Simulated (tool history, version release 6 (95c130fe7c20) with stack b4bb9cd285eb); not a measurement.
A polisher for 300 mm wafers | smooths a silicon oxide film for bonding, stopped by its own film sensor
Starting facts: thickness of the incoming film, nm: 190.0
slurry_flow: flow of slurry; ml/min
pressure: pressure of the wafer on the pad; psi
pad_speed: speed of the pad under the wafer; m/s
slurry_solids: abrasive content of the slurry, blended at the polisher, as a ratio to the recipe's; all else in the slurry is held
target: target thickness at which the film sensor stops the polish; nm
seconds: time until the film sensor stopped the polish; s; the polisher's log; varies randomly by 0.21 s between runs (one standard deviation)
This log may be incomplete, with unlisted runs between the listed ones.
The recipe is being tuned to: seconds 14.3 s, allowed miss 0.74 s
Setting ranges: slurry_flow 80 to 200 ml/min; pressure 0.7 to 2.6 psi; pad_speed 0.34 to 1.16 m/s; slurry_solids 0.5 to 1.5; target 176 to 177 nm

run,hour,slurry_flow,pressure,pad_speed,slurry_solids,target,seconds
1,0,130,1.6,0.74,1,176,32.284
2,4.4,130,1.6,0.8,1,176,29.452
3,6.5,110,1.6,0.8,1,176,31.637
4,11.3,110,1.6,0.8,0.8,176,34.12
5,18.3,110,1.6,0.8,0.95,176,31.307
6,19,110,1.7,0.82,0.95,176,29.231
7,27.1,115,1.8,0.84,0.95,176,27.293
8,29.4,120,1.9,0.86,0.95,176,24.937
9,35,120,2,0.88,0.95,176,23.374
10,36.7,120,2.1,0.9,0.95,176,21.893
11,45.3,120,2.2,0.92,0.95,176,20.436
12,51,120,2.3,0.94,0.95,176,19.331
# hour 57.5: worn pad replaced by a new one
13,57.5,130,2.6,1.08,1,176,13.197

Which of these 5 next moves meets every target?
A,64,130,2.4,1.06,1,176,?
B,64,160,2.6,1.16,0.85,176,?
C,64,140,2.6,1.06,1.05,176,?
D,64,95,2.4,0.8,1.3,177,?
E,64,120,2.4,0.84,1,177,?

move,seconds
A,14.607
B,13.301
C,13.024
D,15.707
E,16.31
A: all results land within tolerance of their targets
B: nearer the targets than the last run, but a result is still out of spec
C: moves away from the targets compared with the last run
D: takes the biggest miss from the last run beyond its target
E: takes the biggest miss from the last run beyond its target
The right move is A.
